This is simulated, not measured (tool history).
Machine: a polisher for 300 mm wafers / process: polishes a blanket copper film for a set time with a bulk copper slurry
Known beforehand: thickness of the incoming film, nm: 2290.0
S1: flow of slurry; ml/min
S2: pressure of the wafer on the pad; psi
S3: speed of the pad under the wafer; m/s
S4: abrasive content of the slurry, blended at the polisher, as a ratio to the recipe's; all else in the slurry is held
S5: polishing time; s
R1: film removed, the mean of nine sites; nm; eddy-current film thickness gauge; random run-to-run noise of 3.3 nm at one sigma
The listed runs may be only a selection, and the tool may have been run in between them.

run,hour,S1,S2,S3,S4,S5,R1
1,0,210,2.9,1.08,1,52,527.25
2,2.5,210,2.2,1.08,1,52,403.27
3,3.4,210,2.2,1.08,1.15,52,420.3
4,8.7,210,2.2,1.08,1.35,52,433.08
5,11.1,210,2.1,1.08,1.35,52,420.16
6,15.3,210,2,1.06,1.35,52,388.72
7,20.8,210,1.9,1.06,1.35,52,366.81

Run 8 is up next; what results do you expect?
8,23.9,205,1.3,1.04,1.35,52,?

For run 8 the tool returned R1 256.05 nm.
